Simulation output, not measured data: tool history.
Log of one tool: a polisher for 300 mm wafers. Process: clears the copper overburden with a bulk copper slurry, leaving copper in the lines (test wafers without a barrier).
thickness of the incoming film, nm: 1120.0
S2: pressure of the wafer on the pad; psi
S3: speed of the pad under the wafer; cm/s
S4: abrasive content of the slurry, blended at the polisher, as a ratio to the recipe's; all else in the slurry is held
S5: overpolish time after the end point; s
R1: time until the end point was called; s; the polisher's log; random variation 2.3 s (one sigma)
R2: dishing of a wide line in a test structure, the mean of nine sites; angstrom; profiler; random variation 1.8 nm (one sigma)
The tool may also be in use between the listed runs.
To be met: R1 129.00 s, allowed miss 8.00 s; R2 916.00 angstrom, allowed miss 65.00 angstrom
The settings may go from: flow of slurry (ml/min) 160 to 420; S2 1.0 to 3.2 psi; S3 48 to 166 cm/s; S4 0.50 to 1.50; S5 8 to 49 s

Run 1, hour 0.0: flow of slurry (ml/min) 270, S2 2.1 psi, S3 106 cm/s, S4 1.00, S5 25 s. Result: R1 184.95 s, R2 798.83 angstrom.
Run 2, hour 2.8: flow of slurry (ml/min) 270, S2 2.2 psi, S3 106 cm/s, S4 1.00, S5 24 s. Result: R1 176.19 s, R2 811.60 angstrom.
Run 3, hour 8.7: flow of slurry (ml/min) 270, S2 2.5 psi, S3 106 cm/s, S4 1.00, S5 24 s. Result: R1 152.26 s, R2 894.07 angstrom.
Run 4, hour 10.5: flow of slurry (ml/min) 270, S2 2.1 psi, S3 106 cm/s, S4 1.00, S5 24 s. Result: R1 184.25 s, R2 751.43 angstrom.
Run 5, hour 15.4: flow of slurry (ml/min) 270, S2 1.9 psi, S3 106 cm/s, S4 1.00, S5 24 s. Result: R1 203.45 s, R2 714.02 angstrom.
Run 6, hour 17.6: flow of slurry (ml/min) 270, S2 1.9 psi, S3 116 cm/s, S4 1.00, S5 24 s. Result: R1 184.54 s, R2 763.17 angstrom.
Run 7, hour 19.7: flow of slurry (ml/min) 270, S2 2.0 psi, S3 116 cm/s, S4 1.00, S5 23 s. Result: R1 184.97 s, R2 786.78 angstrom.
Run 8, hour 21.7: flow of slurry (ml/min) 275, S2 2.1 psi, S3 116 cm/s, S4 1.00, S5 22 s. Result: R1 167.69 s, R2 768.41 angstrom.
Run 9, hour 22.7: flow of slurry (ml/min) 275, S2 2.2 psi, S3 116 cm/s, S4 1.00, S5 22 s. Result: R1 161.09 s, R2 785.91 angstrom.
Run 10, hour 25.6: flow of slurry (ml/min) 275, S2 2.3 psi, S3 116 cm/s, S4 1.00, S5 22 s. Result: R1 150.75 s, R2 836.59 angstrom.
Run 11, hour 33.0: flow of slurry (ml/min) 280, S2 2.5 psi, S3 116 cm/s, S4 1.00, S5 22 s. Result: R1 145.03 s, R2 881.47 angstrom.

5 next moves are on the table. One of them brings every result within its allowed miss. Which?
Run A, hour 40.4: flow of slurry (ml/min) 275, S2 2.4 psi, S3 106 cm/s, S4 1.10, S5 22 s. Result: R1 ?, R2 ?.
Run B, hour 40.4: flow of slurry (ml/min) 275, S2 2.3 psi, S3 122 cm/s, S4 0.95, S5 24 s. Result: R1 ?, R2 ?.
Run C, hour 40.4: flow of slurry (ml/min) 235, S2 2.6 psi, S3 128 cm/s, S4 0.95, S5 22 s. Result: R1 ?, R2 ?.
Run D, hour 40.4: flow of slurry (ml/min) 320, S2 2.1 psi, S3 112 cm/s, S4 1.10, S5 29 s. Result: R1 ?, R2 ?.
Run E, hour 40.4: flow of slurry (ml/min) 295, S2 2.7 psi, S3 100 cm/s, S4 0.70, S5 24 s. Result: R1 ?, R2 ?.

move      R1      R2
   A  158.56  790.01
   B  148.42  856.13
   C  127.27  906.68
   D  169.24  867.60
   E  162.32  835.25
A: further off than the last run
B: further off than the last run
C: meets every target
D: further off than the last run
E: further off than the last run
The right move is C.
